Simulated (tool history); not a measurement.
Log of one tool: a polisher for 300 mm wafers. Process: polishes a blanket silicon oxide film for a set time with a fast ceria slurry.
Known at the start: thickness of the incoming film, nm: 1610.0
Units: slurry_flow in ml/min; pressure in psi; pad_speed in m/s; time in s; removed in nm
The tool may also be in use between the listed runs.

Run 1, hour 0: slurry_flow 270 ml/min, pressure 2.4 psi, pad_speed 1.04 m/s, time 53 s. Result: removed 812.36 nm.
Run 2, hour 6.4: slurry_flow 235 ml/min, pressure 2.4 psi, pad_speed 1.04 m/s, time 53 s. Result: removed 807.38 nm.
Run 3, hour 11.8: slurry_flow 235 ml/min, pressure 2.4 psi, pad_speed 1.04 m/s, time 53 s. Result: removed 811.72 nm.
Run 4, hour 15.4: slurry_flow 235 ml/min, pressure 2.1 psi, pad_speed 1.04 m/s, time 53 s. Result: removed 726.13 nm.
Run 5, hour 21: slurry_flow 235 ml/min, pressure 2.6 psi, pad_speed 1.04 m/s, time 53 s. Result: removed 854.6 nm.
Run 6, hour 29.5: slurry_flow 230 ml/min, pressure 2.2 psi, pad_speed 1.02 m/s, time 53 s. Result: removed 734.6 nm.

Run 7 comes next. What will it give?
Run 7, hour 31.3: slurry_flow 230 ml/min, pressure 1.9 psi, pad_speed 1.02 m/s, time 53 s. Result: removed ?.

removed: 664.06 nm
